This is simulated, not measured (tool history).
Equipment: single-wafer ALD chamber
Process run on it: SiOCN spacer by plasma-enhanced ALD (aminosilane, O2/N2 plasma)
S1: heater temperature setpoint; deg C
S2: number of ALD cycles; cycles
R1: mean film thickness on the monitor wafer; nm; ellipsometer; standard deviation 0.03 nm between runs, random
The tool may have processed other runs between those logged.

| run | hour | S1 | S2 | R1 |
|---|---|---|---|---|
| 1 | 0.0 | 390 | 109 | 5.9569 |
| 2 | 0.5 | 397 | 109 | 5.9822 |
| 3 | 4.5 | 397 | 105 | 5.7792 |
| 4 | 7.8 | 389 | 105 | 5.7493 |
| 5 | 12.8 | 389 | 102 | 5.6049 |
| 6 | 18.7 | 389 | 99 | 5.4288 |

Run 7 comes next. What will it give?
| 7 | 26.4 | 389 | 97 | ? |

R1: 5.2915 nm

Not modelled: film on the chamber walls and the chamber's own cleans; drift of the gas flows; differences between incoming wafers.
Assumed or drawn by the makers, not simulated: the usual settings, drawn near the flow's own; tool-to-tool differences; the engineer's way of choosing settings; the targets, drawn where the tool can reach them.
